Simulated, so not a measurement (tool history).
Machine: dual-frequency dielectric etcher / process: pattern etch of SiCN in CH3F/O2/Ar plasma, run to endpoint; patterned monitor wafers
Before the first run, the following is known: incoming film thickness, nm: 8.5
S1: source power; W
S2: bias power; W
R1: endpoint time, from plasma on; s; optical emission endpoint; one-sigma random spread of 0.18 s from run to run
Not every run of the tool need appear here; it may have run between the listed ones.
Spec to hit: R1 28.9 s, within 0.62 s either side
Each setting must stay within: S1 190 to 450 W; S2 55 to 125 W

run	day	S1	S2	R1
1	0	320	90	23.799
2	0.038	290	86	25.321
3	0.2	340	86	24.177
4	0.308	310	82	25.305
# day 0.554: bias power generator calibrated
5	0.554	310	91	24.591
6	0.608	280	88	25.946
7	0.708	270	87	26.03
8	1.042	250	86	26.85
9	1.125	240	85	27.241
10	1.462	230	84	27.788
11	1.746	220	84	27.872

5 candidate next runs follow, results not yet known. Just one meets every target within its allowed miss. Identify it.
A	2.029	220	75	?
B	2.029	240	84	?
C	2.029	260	82	?
D	2.029	260	84	?
E	2.029	340	66	?

move	R1
A	29.146
B	27.361
C	26.898
D	26.689
E	26.389
A: each result inside its tolerance
B: the biggest miss grows against the last run
C: the biggest miss grows against the last run
D: the biggest miss grows against the last run
E: the biggest miss grows against the last run
The right move is A.
